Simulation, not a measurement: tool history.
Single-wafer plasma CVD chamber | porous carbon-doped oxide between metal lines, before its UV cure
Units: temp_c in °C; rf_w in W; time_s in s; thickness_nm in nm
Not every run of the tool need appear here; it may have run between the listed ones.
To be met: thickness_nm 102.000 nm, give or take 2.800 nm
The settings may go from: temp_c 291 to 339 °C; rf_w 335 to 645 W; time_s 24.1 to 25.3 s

run 1 day=0.000 | temp_c=315 rf_w=490 time_s=25.3 | thickness_nm=134.180
run 2 day=0.167 | temp_c=324 rf_w=490 time_s=25.3 | thickness_nm=129.640
run 3 day=0.488 | temp_c=314 rf_w=490 time_s=25.3 | thickness_nm=134.280
run 4 day=0.862 | temp_c=316 rf_w=450 time_s=25.0 | thickness_nm=123.180
run 5 day=0.983 | temp_c=316 rf_w=500 time_s=25.0 | thickness_nm=132.870
run 6 day=1.112 | temp_c=312 rf_w=500 time_s=25.0 | thickness_nm=137.700
run 7 day=1.229 | temp_c=324 rf_w=420 time_s=24.2 | thickness_nm=109.000
run 8 day=1.588 | temp_c=324 rf_w=420 time_s=24.2 | thickness_nm=108.330
run 9 day=1.717 | temp_c=326 rf_w=415 time_s=24.2 | thickness_nm=107.860

4 candidate next runs follow, results not yet known. Just one meets every target within its allowed miss. Identify it.
run A day=1.846 | temp_c=326 rf_w=370 time_s=24.1 | thickness_nm=?
run B day=1.846 | temp_c=321 rf_w=370 time_s=24.1 | thickness_nm=?
run C day=1.846 | temp_c=327 rf_w=375 time_s=24.1 | thickness_nm=?
run D day=1.846 | temp_c=337 rf_w=425 time_s=24.1 | thickness_nm=?

move=A thickness_nm=96.092
move=B thickness_nm=98.463
move=C thickness_nm=96.831
move=D thickness_nm=103.570
A: takes the biggest miss from the last run beyond its target
B: takes the biggest miss from the last run beyond its target
C: takes the biggest miss from the last run beyond its target
D: each result inside its tolerance
The move that meets every target is D.

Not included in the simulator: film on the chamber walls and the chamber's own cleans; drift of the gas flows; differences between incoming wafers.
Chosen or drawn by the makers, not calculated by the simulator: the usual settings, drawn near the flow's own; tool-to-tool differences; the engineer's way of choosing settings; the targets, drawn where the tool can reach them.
